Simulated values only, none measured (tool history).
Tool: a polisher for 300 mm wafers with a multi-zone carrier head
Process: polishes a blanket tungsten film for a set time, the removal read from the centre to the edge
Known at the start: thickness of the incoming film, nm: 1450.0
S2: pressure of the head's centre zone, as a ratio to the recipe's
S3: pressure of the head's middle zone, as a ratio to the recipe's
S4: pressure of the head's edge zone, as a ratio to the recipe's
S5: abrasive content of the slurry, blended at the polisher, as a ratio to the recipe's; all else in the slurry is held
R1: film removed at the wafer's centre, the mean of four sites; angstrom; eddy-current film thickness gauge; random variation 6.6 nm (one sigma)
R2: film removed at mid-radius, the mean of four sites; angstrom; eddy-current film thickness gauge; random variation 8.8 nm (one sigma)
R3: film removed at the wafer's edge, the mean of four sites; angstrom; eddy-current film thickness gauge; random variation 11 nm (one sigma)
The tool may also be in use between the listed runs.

Run 1, hour 0: flow of slurry (ml/min) 145, S2 1, S3 1, S4 1, S5 1, polishing time (s) 62. Result: R1 5403.6 angstrom, R2 5623.3 angstrom, R3 5357.8 angstrom.
Run 2, hour 3.1: flow of slurry (ml/min) 145, S2 1.06, S3 1, S4 1, S5 1, polishing time (s) 62. Result: R1 5680.9 angstrom, R2 5450.1 angstrom, R3 5422.1 angstrom.
Run 3, hour 10: flow of slurry (ml/min) 145, S2 1.06, S3 1, S4 0.94, S5 1, polishing time (s) 62. Result: R1 5676.5 angstrom, R2 5564.6 angstrom, R3 5158.7 angstrom.
Run 4, hour 14.1: flow of slurry (ml/min) 145, S2 1.06, S3 1, S4 0.94, S5 1, polishing time (s) 75. Result: R1 6894.1 angstrom, R2 6761.4 angstrom, R3 6298.4 angstrom.
Run 5, hour 17.5: flow of slurry (ml/min) 150, S2 1.05, S3 1.01, S4 0.98, S5 1.05, polishing time (s) 75. Result: R1 6883.5 angstrom, R2 6945.1 angstrom, R3 6505.4 angstrom.
Run 6, hour 18.5: flow of slurry (ml/min) 150, S2 1.05, S3 1.04, S4 0.98, S5 1.05, polishing time (s) 75. Result: R1 6957.6 angstrom, R2 7024.9 angstrom, R3 6481.7 angstrom.
Run 7, hour 27.2: flow of slurry (ml/min) 155, S2 1.04, S3 1.04, S4 1.01, S5 1.1, polishing time (s) 75. Result: R1 6947.1 angstrom, R2 7201.1 angstrom, R3 6631.5 angstrom.
Run 8, hour 29.8: flow of slurry (ml/min) 155, S2 1.03, S3 1.03, S4 1.04, S5 1.15, polishing time (s) 76. Result: R1 7051.5 angstrom, R2 7251.5 angstrom, R3 6886.1 angstrom.
Run 9, hour 35.5: flow of slurry (ml/min) 160, S2 1.02, S3 1.02, S4 1.06, S5 1.2, polishing time (s) 77. Result: R1 7233.2 angstrom, R2 7481.2 angstrom, R3 7281.9 angstrom.
Run 10, hour 43.8: flow of slurry (ml/min) 165, S2 1.01, S3 1.02, S4 1.08, S5 1.2, polishing time (s) 77. Result: R1 7227.7 angstrom, R2 7358.5 angstrom, R3 7218.8 angstrom.

Forecast run 11:
At hour 49.5: worn pad replaced by a new one.
Run 11, hour 49.5: flow of slurry (ml/min) 165, S2 1, S3 1.02, S4 1.09, S5 1.25, polishing time (s) 78. Result: R1 ?, R2 ?, R3 ?.

R1: 7622.3 angstrom
R2: 8130.7 angstrom
R3: 8003.6 angstrom
